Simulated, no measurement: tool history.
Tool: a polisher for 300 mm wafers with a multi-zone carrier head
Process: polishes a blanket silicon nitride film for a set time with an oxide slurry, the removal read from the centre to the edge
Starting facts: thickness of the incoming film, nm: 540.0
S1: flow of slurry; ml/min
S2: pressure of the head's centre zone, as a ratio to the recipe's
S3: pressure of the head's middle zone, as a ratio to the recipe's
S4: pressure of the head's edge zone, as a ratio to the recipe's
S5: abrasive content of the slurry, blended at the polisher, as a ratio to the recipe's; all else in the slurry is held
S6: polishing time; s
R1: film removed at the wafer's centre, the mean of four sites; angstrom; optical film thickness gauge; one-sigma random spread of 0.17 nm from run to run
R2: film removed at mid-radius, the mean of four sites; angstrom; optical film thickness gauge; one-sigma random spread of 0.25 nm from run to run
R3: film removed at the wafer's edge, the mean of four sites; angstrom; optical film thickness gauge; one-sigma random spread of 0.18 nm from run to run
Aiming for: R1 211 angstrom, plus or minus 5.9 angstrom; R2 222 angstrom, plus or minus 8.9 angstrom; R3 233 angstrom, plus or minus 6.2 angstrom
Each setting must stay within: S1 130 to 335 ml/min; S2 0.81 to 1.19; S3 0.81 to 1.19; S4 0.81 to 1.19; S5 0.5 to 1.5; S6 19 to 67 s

| run | hour | S1 | S2 | S3 | S4 | S5 | S6 | R1 | R2 | R3 |
|---|---|---|---|---|---|---|---|---|---|---|
| 1 | 0 | 215 | 1 | 1 | 1 | 1 | 43 | 380.26 | 378.27 | 376.05 |
| 2 | 8.3 | 200 | 0.95 | 0.96 | 0.96 | 0.85 | 41 | 303.67 | 304.89 | 311.8 |
| 3 | 9.9 | 185 | 0.91 | 0.93 | 0.91 | 0.75 | 41 | 258.56 | 255.12 | 270.43 |
| 4 | 11.9 | 175 | 0.88 | 0.93 | 0.88 | 0.75 | 41 | 242.82 | 257.59 | 263.38 |
| 5 | 13.7 | 175 | 0.88 | 1 | 0.88 | 0.75 | 41 | 245.91 | 271.02 | 265.22 |
| 6 | 22 | 170 | 0.87 | 0.96 | 0.86 | 0.75 | 41 | 239.94 | 259.37 | 262.58 |
| 7 | 30.2 | 170 | 0.86 | 0.94 | 0.85 | 0.7 | 41 | 219.69 | 241.79 | 240.32 |
| 8 | 36.1 | 165 | 0.86 | 0.92 | 0.85 | 0.7 | 41 | 219.13 | 232.3 | 236.05 |
| 9 | 44.2 | 155 | 0.86 | 0.91 | 0.86 | 0.7 | 41 | 216.99 | 233.14 | 239.43 |
| 10 | 47.7 | 150 | 0.86 | 0.9 | 0.86 | 0.7 | 41 | 214.29 | 229.22 | 240.15 |

Below are 5 possible settings for the next run. Only one of them brings all results inside the allowed miss of their targets. Which is it?
| A | 51.2 | 135 | 0.82 | 0.86 | 0.96 | 0.7 | 41 | ? | ? | ? |
| B | 51.2 | 145 | 0.83 | 0.89 | 0.92 | 0.55 | 59 | ? | ? | ? |
| C | 51.2 | 130 | 0.87 | 0.86 | 0.88 | 0.7 | 42 | ? | ? | ? |
| D | 51.2 | 170 | 0.86 | 0.89 | 0.86 | 0.8 | 34 | ? | ? | ? |
| E | 51.2 | 135 | 0.85 | 0.85 | 0.93 | 0.7 | 42 | ? | ? | ? |

| move | R1 | R2 | R3 |
|---|---|---|---|
| A | 201.02 | 218.56 | 248.46 |
| B | 208.76 | 230.35 | 248.82 |
| C | 217.43 | 222.79 | 243.63 |
| D | 207.22 | 220.08 | 229.36 |
| E | 213.51 | 221.72 | 250.79 |
A: its largest miss is bigger than the last run's
B: its largest miss is bigger than the last run's
C: its largest miss is bigger than the last run's
D: every result within its allowed miss
E: its largest miss is bigger than the last run's
Go with D: it meets all targets.
